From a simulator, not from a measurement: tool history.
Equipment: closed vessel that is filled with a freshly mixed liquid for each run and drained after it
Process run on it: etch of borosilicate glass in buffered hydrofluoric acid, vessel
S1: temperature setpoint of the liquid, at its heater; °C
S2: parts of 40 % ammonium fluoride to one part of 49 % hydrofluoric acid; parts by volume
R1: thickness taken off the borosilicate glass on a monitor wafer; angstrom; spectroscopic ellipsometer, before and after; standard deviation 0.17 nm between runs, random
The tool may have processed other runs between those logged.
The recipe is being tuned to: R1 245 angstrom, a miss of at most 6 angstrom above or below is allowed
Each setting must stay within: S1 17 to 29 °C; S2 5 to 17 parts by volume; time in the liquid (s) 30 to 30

{"run": 1, "hour": 0.0, "S1": 21, "S2": 10.5, "time in the liquid (s)": 30, "R1": 303.25}
{"run": 2, "hour": 3.5, "S1": 20.5, "S2": 10.5, "time in the liquid (s)": 30, "R1": 297.58}
{"run": 3, "hour": 9.0, "S1": 20.5, "S2": 10.5, "time in the liquid (s)": 30, "R1": 298.97}
{"run": 4, "hour": 11.0, "S1": 20, "S2": 10.5, "time in the liquid (s)": 30, "R1": 290.08}
{"run": 5, "hour": 13.4, "S1": 19.5, "S2": 10.5, "time in the liquid (s)": 30, "R1": 282.09}
{"run": 6, "hour": 17.3, "S1": 19, "S2": 10.5, "time in the liquid (s)": 30, "R1": 271.96}
{"run": 7, "hour": 26.1, "S1": 18.5, "S2": 10.5, "time in the liquid (s)": 30, "R1": 268.7}
{"run": 8, "hour": 30.0, "S1": 17, "S2": 11, "time in the liquid (s)": 30, "R1": 235.62}

Exercise: of the 4 proposed moves below, exactly one satisfies all targets within the stated allowed misses. Which move is it?
{"run": "A", "hour": 33.9, "S1": 18.5, "S2": 10.5, "time in the liquid (s)": 30, "R1": "?"}
{"run": "B", "hour": 33.9, "S1": 17, "S2": 10, "time in the liquid (s)": 30, "R1": "?"}
{"run": "C", "hour": 33.9, "S1": 19, "S2": 11, "time in the liquid (s)": 30, "R1": "?"}
{"run": "D", "hour": 33.9, "S1": 17, "S2": 10.5, "time in the liquid (s)": 30, "R1": "?"}

move=A R1=267.41
move=B R1=254.06
move=C R1=266.72
move=D R1=246.07
A: pushes the last run's worst result past its target
B: pushes the last run's worst result past its target
C: pushes the last run's worst result past its target
D: all results in spec
Go with D: it meets all targets.
